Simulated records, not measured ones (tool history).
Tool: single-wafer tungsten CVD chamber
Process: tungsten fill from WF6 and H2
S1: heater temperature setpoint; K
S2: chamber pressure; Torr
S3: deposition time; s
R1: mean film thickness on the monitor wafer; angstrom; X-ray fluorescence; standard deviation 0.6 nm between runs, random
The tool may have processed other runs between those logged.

run 1 hour=0.0 | S1=648.15 S2=53.3 S3=43.5 | R1=1070.1
run 2 hour=8.5 | S1=656.15 S2=54.0 S3=43.5 | R1=1286.3
run 3 hour=11.3 | S1=656.15 S2=54.0 S3=44.9 | R1=1314.3
run 4 hour=17.2 | S1=661.15 S2=54.4 S3=44.9 | R1=1465.1
run 5 hour=20.3 | S1=661.15 S2=50.1 S3=44.9 | R1=1419.3
run 6 hour=23.9 | S1=661.15 S2=50.1 S3=44.9 | R1=1417.8

For run 7, what comes out?
run 7 hour=25.0 | S1=664.15 S2=50.4 S3=44.9 | R1=?

R1: 1510.4 angstrom
